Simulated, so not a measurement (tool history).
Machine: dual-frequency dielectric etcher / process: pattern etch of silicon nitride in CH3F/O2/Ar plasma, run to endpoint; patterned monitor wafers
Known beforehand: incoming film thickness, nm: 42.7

run	hour	source power (kW)	bias power (kW)	endpoint time (s)
1	0.0	0.360	0.065	65.675
2	1.1	0.320	0.063	70.604
3	2.3	0.300	0.063	71.675
4	11.3	0.360	0.063	66.762
5	13.2	0.400	0.063	63.158
6	19.8	0.440	0.063	61.085
7	23.9	0.380	0.061	65.923

Run 8, settings as shown, results not yet in. Your forecast:
8	29.6	0.340	0.060	?

{"run 8": {"endpoint time (s)": 68.971}}
